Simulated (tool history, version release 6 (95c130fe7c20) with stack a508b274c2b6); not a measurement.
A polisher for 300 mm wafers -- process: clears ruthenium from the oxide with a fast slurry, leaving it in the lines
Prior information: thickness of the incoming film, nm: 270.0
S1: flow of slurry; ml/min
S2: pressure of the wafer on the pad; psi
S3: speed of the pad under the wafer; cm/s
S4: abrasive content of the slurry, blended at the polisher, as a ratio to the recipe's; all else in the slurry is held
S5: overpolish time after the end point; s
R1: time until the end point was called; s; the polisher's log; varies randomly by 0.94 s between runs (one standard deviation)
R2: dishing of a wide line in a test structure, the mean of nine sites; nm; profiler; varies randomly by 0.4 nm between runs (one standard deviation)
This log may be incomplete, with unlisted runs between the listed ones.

{"run": 1, "hour": 0.0, "S1": 185, "S2": 3.4, "S3": 76, "S4": 1, "S5": 11, "R1": 80.943, "R2": 23.96}
{"run": 2, "hour": 6.9, "S1": 185, "S2": 3.4, "S3": 76, "S4": 1, "S5": 7, "R1": 80.755, "R2": 17.557}
{"run": 3, "hour": 14.6, "S1": 185, "S2": 2.8, "S3": 76, "S4": 1, "S5": 7, "R1": 97.964, "R2": 14.744}
{"run": 4, "hour": 18.0, "S1": 210, "S2": 2.8, "S3": 76, "S4": 1, "S5": 7, "R1": 96.309, "R2": 14.503}
{"run": 5, "hour": 18.8, "S1": 210, "S2": 2.9, "S3": 76, "S4": 1, "S5": 7, "R1": 93.184, "R2": 15.084}
{"run": 6, "hour": 20.3, "S1": 210, "S2": 3, "S3": 76, "S4": 1, "S5": 7, "R1": 89.365, "R2": 15.576}
{"run": 7, "hour": 24.9, "S1": 210, "S2": 3.1, "S3": 76, "S4": 1, "S5": 7, "R1": 86.898, "R2": 16.042}

Run 8 is up next; what results do you expect?
{"run": 8, "hour": 29.0, "S1": 210, "S2": 3.2, "S3": 76, "S4": 1, "S5": 7, "R1": "?", "R2": "?"}

R1: 86.49 s
R2: 16.443 nm
